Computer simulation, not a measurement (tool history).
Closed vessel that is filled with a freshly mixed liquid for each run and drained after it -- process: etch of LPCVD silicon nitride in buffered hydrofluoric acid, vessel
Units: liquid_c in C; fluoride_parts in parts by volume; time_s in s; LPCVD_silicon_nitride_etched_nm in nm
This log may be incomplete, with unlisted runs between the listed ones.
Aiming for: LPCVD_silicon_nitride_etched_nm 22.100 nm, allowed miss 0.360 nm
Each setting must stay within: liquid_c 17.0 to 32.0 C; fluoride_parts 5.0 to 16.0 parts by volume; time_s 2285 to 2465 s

run,hour,liquid_c,fluoride_parts,time_s,LPCVD_silicon_nitride_etched_nm
1,0.0,24.0,9.5,2285,36.089
2,5.8,24.0,7.5,2285,45.518
3,13.6,23.0,8.0,2285,40.134
4,18.0,22.0,8.5,2285,35.609
5,25.0,19.5,8.5,2285,30.807
6,25.6,19.0,9.0,2285,28.201
7,32.7,19.0,9.0,2285,28.270
8,41.5,18.5,9.0,2285,27.520

Next run, 4 choices. One meets every target within its allowed miss, the rest don't. Which?
A,50.3,20.5,9.0,2370,?
B,50.3,17.0,10.0,2300,?
C,50.3,17.0,11.0,2335,?
D,50.3,18.0,11.5,2425,?

move,LPCVD_silicon_nitride_etched_nm
A,31.913
B,23.786
C,22.005
D,23.165
A: lands further from the targets than the last run did
B: nearer than the last run, and not there yet
C: hits every target within its allowed miss
D: nearer than the last run, and not there yet
The right move is C.

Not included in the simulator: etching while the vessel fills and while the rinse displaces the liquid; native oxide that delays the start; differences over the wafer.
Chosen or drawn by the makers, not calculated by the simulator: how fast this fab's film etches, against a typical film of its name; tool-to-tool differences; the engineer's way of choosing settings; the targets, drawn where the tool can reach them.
